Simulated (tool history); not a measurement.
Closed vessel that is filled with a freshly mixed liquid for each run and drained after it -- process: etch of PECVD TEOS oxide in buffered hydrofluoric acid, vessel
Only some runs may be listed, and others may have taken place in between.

run,hour,temperature setpoint of the liquid (°C),parts of 40 % ammonium fluoride to one part of 49 % hydrofluoric acid (parts by volume),time in the liquid (s),thickness taken off the PECVD TEOS oxide on a monitor wafer (angstrom)
1,0.0,22.0,16.5,90,1191.40
2,5.1,18.5,16.5,90,981.52
3,9.3,18.5,16.5,95,1034.10
4,10.1,19.5,16.5,95,1094.30
5,15.2,19.5,13.0,95,1388.10
6,15.9,19.5,16.5,95,1092.40

Run 7, settings as shown, results not yet in. Your forecast:
7,19.0,23.5,16.0,95,?

Run 7 gave thickness taken off the PECVD TEOS oxide on a monitor wafer (angstrom) 1414.70.
